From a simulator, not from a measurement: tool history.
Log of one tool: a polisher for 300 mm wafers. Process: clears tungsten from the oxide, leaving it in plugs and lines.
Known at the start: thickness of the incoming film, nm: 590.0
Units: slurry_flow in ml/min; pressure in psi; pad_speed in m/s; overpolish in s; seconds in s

run	day	slurry_flow	pressure	pad_speed	slurry_solids	overpolish	seconds
1	0.000	305	3.1	1.22	1.0	6	117.600
2	0.125	305	3.0	1.22	1.0	6	118.450
3	0.462	305	3.7	1.22	1.0	6	98.202
4	0.758	305	3.4	1.22	1.0	6	105.410
5	0.854	340	3.4	1.22	1.0	6	105.000
6	1.229	340	3.4	1.22	1.0	6	103.890
# day 1.529: slurry nozzle cleaned
7	1.529	330	3.1	1.22	1.0	6	109.330
8	1.575	300	3.0	1.22	1.0	6	113.640
9	1.771	300	2.8	1.22	1.0	6	119.480

Forecast run 10:
10	2.029	300	2.6	1.22	1.0	6	?

{"run 10": {"seconds": 128.78}}

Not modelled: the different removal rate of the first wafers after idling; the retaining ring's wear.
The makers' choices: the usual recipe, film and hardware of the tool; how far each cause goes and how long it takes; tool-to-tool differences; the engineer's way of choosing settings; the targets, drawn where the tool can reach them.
